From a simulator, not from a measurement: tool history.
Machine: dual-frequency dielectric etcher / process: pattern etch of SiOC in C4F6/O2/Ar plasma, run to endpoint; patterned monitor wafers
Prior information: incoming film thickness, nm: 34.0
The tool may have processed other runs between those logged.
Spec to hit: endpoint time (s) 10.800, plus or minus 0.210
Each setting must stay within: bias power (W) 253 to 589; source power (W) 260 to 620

run  hour  bias power (W)  source power (W)  endpoint time (s)
  1   0.0             421               440             12.282
  2   1.6             464               440             12.055
  3   4.8             478               450             11.864
  4  11.3             478               490             11.383
  5  15.0             478               410             12.339
  6  17.2             490               420             12.102
  7  18.4             501               430             11.959
  8  27.4             510               440             11.768
  9  33.1             519               450             11.453
 10  34.3             527               450             11.504
 11  37.3             534               460             11.380
 12  44.8             540               460             11.367
 13  53.7             540               460             11.506
 14  55.3             544               470             11.317

Consider the 4 candidate settings below. Which is the only one whose results all fall within their allowed miss of target?
  A  56.9             589               550                  ?
  B  56.9             576               510                  ?
  C  56.9             571               460                  ?
  D  56.9             561               460                  ?

move  endpoint time (s)
   A             10.428
   B             10.801
   C             11.268
   D             11.320
A: moves the result that the last run missed by most past its target, out the other side
B: each result inside its tolerance
C: nearer the targets than the last run, but a result is still out of spec
D: as far off as the last run
Answer: B

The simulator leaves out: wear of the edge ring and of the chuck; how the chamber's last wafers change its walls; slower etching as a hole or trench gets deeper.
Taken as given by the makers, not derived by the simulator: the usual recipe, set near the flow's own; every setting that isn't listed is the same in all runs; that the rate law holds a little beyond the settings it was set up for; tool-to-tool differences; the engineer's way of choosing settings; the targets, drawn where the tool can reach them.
